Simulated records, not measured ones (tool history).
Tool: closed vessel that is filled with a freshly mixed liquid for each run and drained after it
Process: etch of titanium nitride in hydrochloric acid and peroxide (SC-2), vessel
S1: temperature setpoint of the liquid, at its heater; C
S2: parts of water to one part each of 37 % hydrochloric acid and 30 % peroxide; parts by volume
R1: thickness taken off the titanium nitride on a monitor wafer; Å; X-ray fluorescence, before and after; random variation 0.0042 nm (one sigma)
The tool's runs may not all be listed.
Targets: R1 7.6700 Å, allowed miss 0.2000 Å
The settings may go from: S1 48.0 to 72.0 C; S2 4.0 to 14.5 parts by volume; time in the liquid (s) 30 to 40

run 1 hour=0.0 | S1=64.0 S2=8.0 time_in_the_liquid_(s)=40 | R1=19.2070
run 2 hour=7.0 | S1=64.0 S2=10.5 time_in_the_liquid_(s)=40 | R1=15.3870
run 3 hour=11.9 | S1=68.0 S2=10.5 time_in_the_liquid_(s)=40 | R1=19.4080
run 4 hour=13.5 | S1=64.0 S2=10.5 time_in_the_liquid_(s)=40 | R1=15.4220
run 5 hour=17.5 | S1=61.0 S2=10.5 time_in_the_liquid_(s)=40 | R1=12.9720
run 6 hour=24.6 | S1=61.0 S2=10.5 time_in_the_liquid_(s)=40 | R1=12.8360
run 7 hour=32.0 | S1=59.0 S2=10.5 time_in_the_liquid_(s)=40 | R1=11.2780
run 8 hour=37.3 | S1=57.5 S2=10.5 time_in_the_liquid_(s)=40 | R1=10.3160
run 9 hour=42.8 | S1=56.5 S2=10.5 time_in_the_liquid_(s)=40 | R1=9.6522
run 10 hour=52.0 | S1=55.5 S2=10.5 time_in_the_liquid_(s)=40 | R1=9.1530
run 11 hour=57.2 | S1=55.0 S2=10.5 time_in_the_liquid_(s)=40 | R1=8.8891
run 12 hour=62.2 | S1=52.0 S2=10.5 time_in_the_liquid_(s)=40 | R1=7.2665

Which of these 4 next moves meets every target?
run A hour=67.2 | S1=54.5 S2=13.0 time_in_the_liquid_(s)=40 | R1=?
run B hour=67.2 | S1=53.5 S2=12.0 time_in_the_liquid_(s)=40 | R1=?
run C hour=67.2 | S1=50.0 S2=8.5 time_in_the_liquid_(s)=40 | R1=?
run D hour=67.2 | S1=53.0 S2=10.0 time_in_the_liquid_(s)=40 | R1=?

move=A R1=7.1632
move=B R1=7.1975
move=C R1=7.6414
move=D R1=8.1306
A: further off than the last run
B: further off than the last run
C: meets every target
D: takes the result that was furthest off past its target
Move C is the one to make.
